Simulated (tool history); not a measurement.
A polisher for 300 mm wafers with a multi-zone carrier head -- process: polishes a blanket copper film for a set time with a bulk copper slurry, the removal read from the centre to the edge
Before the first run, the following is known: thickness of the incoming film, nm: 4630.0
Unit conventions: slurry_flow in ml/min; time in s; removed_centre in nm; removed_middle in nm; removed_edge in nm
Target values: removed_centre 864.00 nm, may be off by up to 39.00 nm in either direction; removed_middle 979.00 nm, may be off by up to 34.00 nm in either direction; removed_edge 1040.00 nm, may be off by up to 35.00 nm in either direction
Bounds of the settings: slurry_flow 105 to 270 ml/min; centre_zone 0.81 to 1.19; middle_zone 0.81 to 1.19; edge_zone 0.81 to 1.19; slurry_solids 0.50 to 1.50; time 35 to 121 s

run,hour,slurry_flow,centre_zone,middle_zone,edge_zone,slurry_solids,time,removed_centre,removed_middle,removed_edge
1,0.0,175,1.00,1.00,1.00,1.00,78,1093.70,1117.70,1186.40
2,5.2,175,1.00,1.00,1.00,1.00,88,1243.50,1241.00,1310.50
3,8.4,165,0.95,0.98,0.97,0.85,87,1122.40,1181.00,1223.80
4,13.1,165,0.95,0.98,0.97,0.70,87,1083.00,1127.70,1212.10
5,15.2,155,0.92,0.96,0.94,0.65,86,1007.60,1068.60,1160.80
6,18.1,150,0.90,0.96,0.91,0.60,86,967.37,1053.70,1102.00
# hour 27.0: edge zone pressure recalibrated
7,27.0,145,0.88,0.95,0.90,0.60,86,948.82,1030.30,1074.80
8,33.7,120,0.81,0.93,0.92,0.55,86,791.50,964.32,1020.00
9,39.6,125,0.82,0.93,0.91,0.55,86,815.45,972.67,1042.40

5 next moves are on the table. One of them brings every result within its allowed miss. Which?
A,45.5,125,0.84,0.92,0.89,0.60,87,?,?,?
B,45.5,140,0.90,0.91,0.87,0.55,85,?,?,?
C,45.5,105,0.81,0.98,0.98,0.55,90,?,?,?
D,45.5,135,0.94,0.96,0.91,0.95,77,?,?,?
E,45.5,125,0.82,0.95,0.88,0.50,85,?,?,?

move,removed_centre,removed_middle,removed_edge
A,866.41,996.63,1031.40
B,924.62,979.12,1003.90
C,802.32,1016.70,1060.40
D,951.47,1008.90,1012.00
E,803.00,972.05,973.82
A: every result within its allowed miss
B: carries the result that was furthest off beyond its target, to the other side
C: misses by more than the last run did
D: carries the result that was furthest off beyond its target, to the other side
E: misses by more than the last run did
The move that meets every target is A.

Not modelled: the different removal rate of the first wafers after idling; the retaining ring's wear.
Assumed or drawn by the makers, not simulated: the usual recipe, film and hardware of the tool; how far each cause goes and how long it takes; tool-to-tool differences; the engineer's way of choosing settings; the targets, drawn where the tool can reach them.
